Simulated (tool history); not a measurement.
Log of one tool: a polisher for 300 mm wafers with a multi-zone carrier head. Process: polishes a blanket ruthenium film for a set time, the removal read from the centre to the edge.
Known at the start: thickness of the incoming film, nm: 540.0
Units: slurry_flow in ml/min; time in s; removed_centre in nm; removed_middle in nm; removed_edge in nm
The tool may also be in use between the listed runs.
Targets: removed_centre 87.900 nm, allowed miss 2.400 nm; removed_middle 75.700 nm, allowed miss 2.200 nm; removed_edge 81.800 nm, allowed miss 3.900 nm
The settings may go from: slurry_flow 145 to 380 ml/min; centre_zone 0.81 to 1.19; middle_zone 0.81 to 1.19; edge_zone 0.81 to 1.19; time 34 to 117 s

{"run": 1, "hour": 0.0, "slurry_flow": 245, "centre_zone": 1.0, "middle_zone": 1.0, "edge_zone": 1.0, "time": 75, "removed_centre": 86.005, "removed_middle": 85.961, "removed_edge": 84.945}
{"run": 2, "hour": 2.1, "slurry_flow": 245, "centre_zone": 1.0, "middle_zone": 1.0, "edge_zone": 1.0, "time": 59, "removed_centre": 67.222, "removed_middle": 67.246, "removed_edge": 68.31}
{"run": 3, "hour": 10.3, "slurry_flow": 250, "centre_zone": 1.02, "middle_zone": 1.0, "edge_zone": 1.03, "time": 60, "removed_centre": 70.46, "removed_middle": 69.589, "removed_edge": 68.551}
{"run": 4, "hour": 11.7, "slurry_flow": 250, "centre_zone": 0.97, "middle_zone": 1.0, "edge_zone": 1.03, "time": 60, "removed_centre": 66.988, "removed_middle": 68.528, "removed_edge": 69.008}
{"run": 5, "hour": 15.0, "slurry_flow": 250, "centre_zone": 0.97, "middle_zone": 1.0, "edge_zone": 1.03, "time": 50, "removed_centre": 55.313, "removed_middle": 57.146, "removed_edge": 57.951}
{"run": 6, "hour": 22.7, "slurry_flow": 235, "centre_zone": 0.99, "middle_zone": 0.99, "edge_zone": 1.04, "time": 53, "removed_centre": 59.837, "removed_middle": 58.933, "removed_edge": 62.575}
{"run": 7, "hour": 28.9, "slurry_flow": 225, "centre_zone": 1.01, "middle_zone": 1.0, "edge_zone": 1.05, "time": 55, "removed_centre": 63.7, "removed_middle": 61.815, "removed_edge": 65.188}
{"run": 8, "hour": 31.0, "slurry_flow": 215, "centre_zone": 1.03, "middle_zone": 1.01, "edge_zone": 1.06, "time": 56, "removed_centre": 65.746, "removed_middle": 62.737, "removed_edge": 65.833}
{"run": 9, "hour": 33.3, "slurry_flow": 210, "centre_zone": 1.04, "middle_zone": 1.01, "edge_zone": 1.07, "time": 58, "removed_centre": 67.655, "removed_middle": 65.074, "removed_edge": 68.05}
{"run": 10, "hour": 36.4, "slurry_flow": 205, "centre_zone": 1.06, "middle_zone": 1.01, "edge_zone": 1.08, "time": 60, "removed_centre": 71.213, "removed_middle": 65.975, "removed_edge": 70.06}
{"run": 11, "hour": 44.4, "slurry_flow": 275, "centre_zone": 1.16, "middle_zone": 1.07, "edge_zone": 1.18, "time": 67, "removed_centre": 91.041, "removed_middle": 80.861, "removed_edge": 84.284}
{"run": 12, "hour": 46.3, "slurry_flow": 270, "centre_zone": 1.16, "middle_zone": 1.06, "edge_zone": 1.18, "time": 67, "removed_centre": 91.443, "removed_middle": 80.622, "removed_edge": 84.818}

Which of these 5 next moves meets every target?
{"run": "A", "hour": 48.2, "slurry_flow": 295, "centre_zone": 1.14, "middle_zone": 1.08, "edge_zone": 1.11, "time": 62, "removed_centre": "?", "removed_middle": "?", "removed_edge": "?"}
{"run": "B", "hour": 48.2, "slurry_flow": 285, "centre_zone": 1.19, "middle_zone": 1.06, "edge_zone": 1.12, "time": 58, "removed_centre": "?", "removed_middle": "?", "removed_edge": "?"}
{"run": "C", "hour": 48.2, "slurry_flow": 240, "centre_zone": 1.17, "middle_zone": 0.88, "edge_zone": 1.19, "time": 69, "removed_centre": "?", "removed_middle": "?", "removed_edge": "?"}
{"run": "D", "hour": 48.2, "slurry_flow": 285, "centre_zone": 1.18, "middle_zone": 1.03, "edge_zone": 1.19, "time": 71, "removed_centre": "?", "removed_middle": "?", "removed_edge": "?"}
{"run": "E", "hour": 48.2, "slurry_flow": 230, "centre_zone": 1.14, "middle_zone": 1.0, "edge_zone": 1.11, "time": 68, "removed_centre": "?", "removed_middle": "?", "removed_edge": "?"}

move=A removed_centre=81.918 removed_middle=76.306 removed_edge=74.453
move=B removed_centre=79.723 removed_middle=70.195 removed_edge=69.813
move=C removed_centre=91.362 removed_middle=72.177 removed_edge=84.750
move=D removed_centre=96.750 removed_middle=84.197 removed_edge=88.215
move=E removed_centre=87.320 removed_middle=77.291 removed_edge=80.184
A: brings the result that was furthest off to its target, and leaves another outside
B: takes the result that was furthest off past its target
C: takes the result that was furthest off past its target
D: further off than the last run
E: meets every target
Move E is the one to make.
